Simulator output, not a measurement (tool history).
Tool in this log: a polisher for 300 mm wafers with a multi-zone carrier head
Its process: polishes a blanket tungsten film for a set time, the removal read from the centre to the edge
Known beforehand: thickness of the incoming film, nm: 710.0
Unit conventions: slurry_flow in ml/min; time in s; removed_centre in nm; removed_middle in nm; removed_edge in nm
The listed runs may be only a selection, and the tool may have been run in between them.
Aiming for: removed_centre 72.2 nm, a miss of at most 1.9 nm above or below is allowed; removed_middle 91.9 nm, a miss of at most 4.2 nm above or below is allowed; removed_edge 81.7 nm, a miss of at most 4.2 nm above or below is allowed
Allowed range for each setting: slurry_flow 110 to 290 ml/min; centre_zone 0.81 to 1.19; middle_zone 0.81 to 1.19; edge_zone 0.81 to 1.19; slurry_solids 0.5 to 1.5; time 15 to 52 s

run,day,slurry_flow,centre_zone,middle_zone,edge_zone,slurry_solids,time,removed_centre,removed_middle,removed_edge
1,0,185,1,1,1,1,33,114.33,112.12,111.63
2,0.271,215,1,1,1,1,33,118.72,115.65,117.02
3,0.525,215,1.08,1,1,1,33,127.74,115.53,120.16
4,0.775,215,1.12,1,1,1,33,132.87,114.62,118.72
5,1.038,215,1.12,1,1,1,38,151.95,131.03,133.37
6,1.071,240,1.12,1,1,1,38,157.72,135.74,140.01
7,1.383,225,1.08,1.01,0.99,0.95,37,142.87,128.85,131.76
# day 1.583: slurry nozzle cleaned
8,1.583,210,1.05,1.03,0.97,0.9,36,141.54,133,129.46
9,1.779,195,1.02,1.04,0.98,0.95,34,129.08,126.9,124.82
10,1.879,185,0.99,1.04,0.99,0.9,33,120.34,120.36,116.8
11,2.208,175,0.97,1.04,0.98,0.95,32,113.16,117.52,116.41
12,2.429,180,0.87,1.12,0.88,0.7,24,72.425,85.812,78.693

Exactly one of the 5 candidate moves below puts every result within its allowed miss. Which one?
A,2.65,190,0.83,1.13,0.9,0.6,28,?,?,?
B,2.65,205,0.95,1.11,0.95,0.85,21,?,?,?
C,2.65,170,0.82,1.11,0.85,0.7,26,?,?,?
D,2.65,180,0.89,0.99,1.02,0.7,24,?,?,?
E,2.65,220,0.88,1.19,0.85,0.9,22,?,?,?

move,removed_centre,removed_middle,removed_edge
A,78.583,98.652,90.161
B,73.476,79.397,74.97
C,72.694,91.536,83.102
D,73.7,79.28,83.7
E,72.992,89.141,76.387
A: carries the result that was furthest off beyond its target, to the other side
B: misses by more than the last run did
C: each result inside its tolerance
D: misses by more than the last run did
E: the furthest-off result lands on target, but another misses its tolerance
Answer: C

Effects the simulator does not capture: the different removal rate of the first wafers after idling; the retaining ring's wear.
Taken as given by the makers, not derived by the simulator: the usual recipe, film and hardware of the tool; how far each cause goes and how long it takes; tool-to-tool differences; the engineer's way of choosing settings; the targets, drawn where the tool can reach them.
